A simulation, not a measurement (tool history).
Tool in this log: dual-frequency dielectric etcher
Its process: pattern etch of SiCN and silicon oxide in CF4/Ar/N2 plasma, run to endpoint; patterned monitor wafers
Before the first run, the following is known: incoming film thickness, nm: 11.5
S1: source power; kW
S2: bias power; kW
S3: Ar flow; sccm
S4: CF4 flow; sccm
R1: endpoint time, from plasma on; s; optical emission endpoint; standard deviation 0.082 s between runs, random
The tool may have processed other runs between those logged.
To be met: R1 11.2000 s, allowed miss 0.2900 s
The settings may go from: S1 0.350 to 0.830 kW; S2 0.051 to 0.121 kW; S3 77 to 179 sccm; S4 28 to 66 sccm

Run 1, hour 0.0: S1 0.590 kW, S2 0.086 kW, S3 128 sccm, S4 47 sccm. Result: R1 10.0180 s.
Run 2, hour 6.5: S1 0.590 kW, S2 0.071 kW, S3 128 sccm, S4 47 sccm. Result: R1 10.7730 s.
Run 3, hour 14.5: S1 0.590 kW, S2 0.071 kW, S3 111 sccm, S4 47 sccm. Result: R1 10.5790 s.
Run 4, hour 16.3: S1 0.590 kW, S2 0.079 kW, S3 111 sccm, S4 47 sccm. Result: R1 10.0810 s.
Run 5, hour 22.6: S1 0.590 kW, S2 0.079 kW, S3 126 sccm, S4 47 sccm. Result: R1 10.3440 s.
Run 6, hour 31.1: S1 0.690 kW, S2 0.079 kW, S3 126 sccm, S4 47 sccm. Result: R1 8.7552 s.
Run 7, hour 40.1: S1 0.660 kW, S2 0.078 kW, S3 126 sccm, S4 47 sccm. Result: R1 9.1959 s.
Run 8, hour 44.5: S1 0.630 kW, S2 0.078 kW, S3 126 sccm, S4 47 sccm. Result: R1 9.5888 s.
Run 9, hour 45.4: S1 0.610 kW, S2 0.078 kW, S3 126 sccm, S4 47 sccm. Result: R1 10.1550 s.
Run 10, hour 47.2: S1 0.600 kW, S2 0.078 kW, S3 126 sccm, S4 47 sccm. Result: R1 10.2630 s.
Run 11, hour 52.9: S1 0.590 kW, S2 0.078 kW, S3 126 sccm, S4 47 sccm. Result: R1 10.3610 s.
Run 12, hour 56.4: S1 0.580 kW, S2 0.078 kW, S3 126 sccm, S4 47 sccm. Result: R1 10.5980 s.

Which single option among these 4 for the next run brings every result within its allowed miss of target? Just one does.
Run A, hour 59.9: S1 0.550 kW, S2 0.068 kW, S3 111 sccm, S4 51 sccm. Result: R1 ?.
Run B, hour 59.9: S1 0.580 kW, S2 0.080 kW, S3 132 sccm, S4 52 sccm. Result: R1 ?.
Run C, hour 59.9: S1 0.610 kW, S2 0.067 kW, S3 118 sccm, S4 48 sccm. Result: R1 ?.
Run D, hour 59.9: S1 0.570 kW, S2 0.082 kW, S3 132 sccm, S4 45 sccm. Result: R1 ?.

move       R1
   A  11.4010
   B  10.3760
   C  10.4940
   D  10.8000
A: every result within its allowed miss
B: further off than the last run
C: further off than the last run
D: closes in on the targets versus the last run, not all within tolerance yet
Go with A: it meets all targets.
